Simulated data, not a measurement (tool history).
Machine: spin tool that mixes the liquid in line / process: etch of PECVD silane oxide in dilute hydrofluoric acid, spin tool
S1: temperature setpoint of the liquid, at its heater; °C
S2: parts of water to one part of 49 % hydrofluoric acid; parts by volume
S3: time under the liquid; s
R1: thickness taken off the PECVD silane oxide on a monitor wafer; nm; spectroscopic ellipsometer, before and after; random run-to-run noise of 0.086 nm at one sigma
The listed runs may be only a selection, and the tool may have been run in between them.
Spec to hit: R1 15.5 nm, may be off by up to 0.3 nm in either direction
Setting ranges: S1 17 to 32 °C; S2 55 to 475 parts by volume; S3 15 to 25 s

run	hour	S1	S2	S3	R1
1	0	24	265	25	4.0731
2	6.2	24	265	25	4.0645
3	8.9	24	265	15	2.4477
4	9.9	25	240	15	2.8901
5	12.4	24	215	15	3.1864
6	18.7	27	215	15	3.5775
7	22.7	27.5	195	15	4.0804
8	25.7	28	175	15	4.7153
9	28.8	28.5	160	15	5.3674
10	34.8	32	55	25	34.484
11	36.4	31	55	25	32.746
12	38.6	29.5	55	25	31.246
13	47.5	28.5	60	25	27.305
14	52.9	28.5	60	25	27.134
15	53.5	27	65	25	23.501
16	56.7	26	65	25	22.779
17	60.3	25	65	25	21.719
18	67.2	24	65	25	20.795
19	73.6	23	65	25	19.931

Of the 4 settings listed for the next run, only one would bring every result within its allowed miss of target. Which one?
A	80	18.5	70	25	?
B	80	24	60	25	?
C	80	23	80	25	?
D	80	24.5	90	25	?

move	R1
A	15.365
B	22.811
C	16.013
D	14.93
A: in spec on every target
B: the biggest miss grows against the last run
C: nearer the targets than the last run, but a result is still out of spec
D: the result that was furthest off in the last run now lies on the other side of its target
Go with A: it meets all targets.
